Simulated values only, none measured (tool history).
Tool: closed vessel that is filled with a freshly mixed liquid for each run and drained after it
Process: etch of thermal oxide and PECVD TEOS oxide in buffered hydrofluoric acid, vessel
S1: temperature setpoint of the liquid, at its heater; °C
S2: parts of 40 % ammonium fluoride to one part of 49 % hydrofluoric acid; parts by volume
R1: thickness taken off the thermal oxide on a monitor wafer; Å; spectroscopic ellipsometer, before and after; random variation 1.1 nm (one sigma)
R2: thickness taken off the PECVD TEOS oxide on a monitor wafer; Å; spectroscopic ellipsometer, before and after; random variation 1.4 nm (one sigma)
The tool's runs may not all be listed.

run 1 hour=0 | S1=23 S2=8 time_in_the_liquid_(s)=60 | R1=770.92 R2=891.39
run 2 hour=6.9 | S1=25 S2=8 time_in_the_liquid_(s)=60 | R1=851.94 R2=1005.6
run 3 hour=12.3 | S1=26.5 S2=7 time_in_the_liquid_(s)=60 | R1=1083 R2=1256.2
run 4 hour=17.1 | S1=26.5 S2=5.5 time_in_the_liquid_(s)=60 | R1=1325.2 R2=1533.6
run 5 hour=22.4 | S1=27.5 S2=5.5 time_in_the_liquid_(s)=60 | R1=1397.1 R2=1633.3
run 6 hour=24.7 | S1=28.5 S2=5.5 time_in_the_liquid_(s)=60 | R1=1486.8 R2=1723.9

Forecast run 7:
run 7 hour=31.5 | S1=29 S2=5.5 time_in_the_liquid_(s)=60 | R1=? R2=?

{"run 7": {"R1": 1515.4, "R2": 1771.5}}

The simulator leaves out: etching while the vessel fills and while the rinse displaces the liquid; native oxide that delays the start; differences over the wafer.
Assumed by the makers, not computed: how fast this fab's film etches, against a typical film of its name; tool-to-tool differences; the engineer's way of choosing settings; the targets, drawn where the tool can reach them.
